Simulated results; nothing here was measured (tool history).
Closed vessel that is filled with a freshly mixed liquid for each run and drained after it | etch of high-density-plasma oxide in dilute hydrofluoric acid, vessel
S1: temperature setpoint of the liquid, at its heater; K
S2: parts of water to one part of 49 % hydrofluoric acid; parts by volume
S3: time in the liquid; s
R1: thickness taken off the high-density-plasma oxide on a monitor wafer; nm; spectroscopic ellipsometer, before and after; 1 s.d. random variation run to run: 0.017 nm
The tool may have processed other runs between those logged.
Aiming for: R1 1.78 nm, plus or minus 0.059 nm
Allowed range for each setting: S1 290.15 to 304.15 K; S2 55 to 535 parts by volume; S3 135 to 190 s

run	hour	S1	S2	S3	R1
1	0	296.15	295	190	3.8344
2	2.1	294.65	330	190	3.0836
3	4.9	293.65	355	190	2.7439
4	6	293.65	355	190	2.7777
5	12.4	293.15	380	190	2.4685
6	21.6	292.65	395	190	2.2926
7	26.1	292.65	395	190	2.3608
8	33.3	292.15	410	190	2.1365

Which of these 5 next moves meets every target?
A	40.5	296.15	485	170	?
B	40.5	291.15	320	190	?
C	40.5	290.15	380	190	?
D	40.5	290.15	480	185	?
E	40.5	290.15	370	135	?

move	R1
A	1.763
B	2.8845
C	2.23
D	1.593
E	1.6402
A: hits every target within its allowed miss
B: the biggest miss grows against the last run
C: the biggest miss grows against the last run
D: moves the result that the last run missed by most past its target, out the other side
E: moves the result that the last run missed by most past its target, out the other side
The right move is A.

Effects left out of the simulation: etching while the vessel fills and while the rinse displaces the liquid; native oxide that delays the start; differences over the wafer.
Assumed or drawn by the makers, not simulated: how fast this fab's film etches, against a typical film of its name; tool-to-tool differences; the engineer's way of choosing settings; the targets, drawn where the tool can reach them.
